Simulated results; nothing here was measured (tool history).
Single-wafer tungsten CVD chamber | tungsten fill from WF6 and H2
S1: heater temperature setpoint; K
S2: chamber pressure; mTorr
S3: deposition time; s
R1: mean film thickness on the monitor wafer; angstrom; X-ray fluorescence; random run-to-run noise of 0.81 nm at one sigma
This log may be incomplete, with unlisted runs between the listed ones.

{"run": 1, "hour": 0.0, "S1": 673.15, "S2": 31100, "S3": 37.7, "R1": 1118.8}
{"run": 2, "hour": 5.6, "S1": 673.15, "S2": 31100, "S3": 37.7, "R1": 1138.7}
{"run": 3, "hour": 6.2, "S1": 665.15, "S2": 31100, "S3": 37.7, "R1": 983.05}
{"run": 4, "hour": 11.8, "S1": 665.15, "S2": 35000, "S3": 37.7, "R1": 1080.7}
{"run": 5, "hour": 15.2, "S1": 668.15, "S2": 35100, "S3": 37.7, "R1": 1136.4}
{"run": 6, "hour": 22.0, "S1": 668.15, "S2": 33000, "S3": 37.7, "R1": 1087}
{"run": 7, "hour": 28.7, "S1": 671.15, "S2": 33100, "S3": 37.7, "R1": 1150.4}
{"run": 8, "hour": 31.9, "S1": 673.15, "S2": 33100, "S3": 37.7, "R1": 1172.7}
{"run": 9, "hour": 36.7, "S1": 675.15, "S2": 33200, "S3": 37.7, "R1": 1219.5}

Run 10 comes next. What will it give?
{"run": 10, "hour": 40.1, "S1": 677.15, "S2": 33200, "S3": 37.7, "R1": "?"}

For run 10 the tool returned R1 1252.1 angstrom.
